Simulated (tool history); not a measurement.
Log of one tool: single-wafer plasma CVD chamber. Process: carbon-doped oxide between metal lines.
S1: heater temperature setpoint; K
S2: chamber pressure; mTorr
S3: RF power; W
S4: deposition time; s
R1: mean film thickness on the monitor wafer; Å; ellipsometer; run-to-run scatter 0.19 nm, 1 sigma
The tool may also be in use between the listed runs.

run 1 day=0 | S1=618.15 S2=4200 S3=555 S4=10.2 | R1=520.66
run 2 day=0.238 | S1=618.15 S2=4200 S3=500 S4=10.2 | R1=474.02
run 3 day=0.475 | S1=613.15 S2=4630 S3=525 S4=10.2 | R1=512.15
run 4 day=0.621 | S1=608.15 S2=4990 S3=535 S4=10.2 | R1=538.02
run 5 day=0.888 | S1=608.15 S2=4990 S3=535 S4=9.7 | R1=510.72
run 6 day=1.129 | S1=608.15 S2=4990 S3=535 S4=10.2 | R1=535.8
run 7 day=1.379 | S1=605.15 S2=5250 S3=540 S4=10.2 | R1=548.34
run 8 day=1.421 | S1=602.15 S2=5430 S3=545 S4=10.2 | R1=562.84
run 9 day=1.458 | S1=602.15 S2=5430 S3=545 S4=10.2 | R1=566.08
run 10 day=1.562 | S1=600.15 S2=5520 S3=545 S4=10.2 | R1=569.91
run 11 day=1.858 | S1=599.15 S2=5620 S3=545 S4=10.2 | R1=572.3

What will run 12 give?
run 12 day=1.896 | S1=598.15 S2=5700 S3=545 S4=10.2 | R1=?

{"run 12": {"R1": 573.42}}

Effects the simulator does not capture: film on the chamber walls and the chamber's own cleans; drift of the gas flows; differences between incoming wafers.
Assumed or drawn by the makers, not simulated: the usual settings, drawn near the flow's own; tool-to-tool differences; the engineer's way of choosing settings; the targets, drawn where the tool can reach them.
